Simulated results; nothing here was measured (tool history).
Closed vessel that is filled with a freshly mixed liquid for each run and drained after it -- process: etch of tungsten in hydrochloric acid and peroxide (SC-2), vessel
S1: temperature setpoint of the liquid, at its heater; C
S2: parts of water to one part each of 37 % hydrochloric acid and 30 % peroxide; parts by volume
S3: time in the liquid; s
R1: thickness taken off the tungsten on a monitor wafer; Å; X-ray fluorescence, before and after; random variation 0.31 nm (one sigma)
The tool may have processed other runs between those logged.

run 1 day=0 | S1=59 S2=7 S3=100 | R1=733.53
run 2 day=0.35 | S1=59 S2=5 S3=100 | R1=946.3
run 3 day=0.471 | S1=58 S2=5 S3=100 | R1=893.25
run 4 day=0.538 | S1=57.5 S2=5 S3=100 | R1=867.73
run 5 day=0.796 | S1=57.5 S2=4 S3=100 | R1=1000.3
run 6 day=0.888 | S1=56.5 S2=4 S3=100 | R1=934.89
run 7 day=0.95 | S1=55.5 S2=4 S3=100 | R1=882.08
run 8 day=1.321 | S1=55 S2=4 S3=100 | R1=853.26
run 9 day=1.421 | S1=54.5 S2=4 S3=100 | R1=831.23

Predict the results of run 10:
run 10 day=1.758 | S1=48.5 S2=4 S3=100 | R1=?

{"run 10": {"R1": 553.37}}
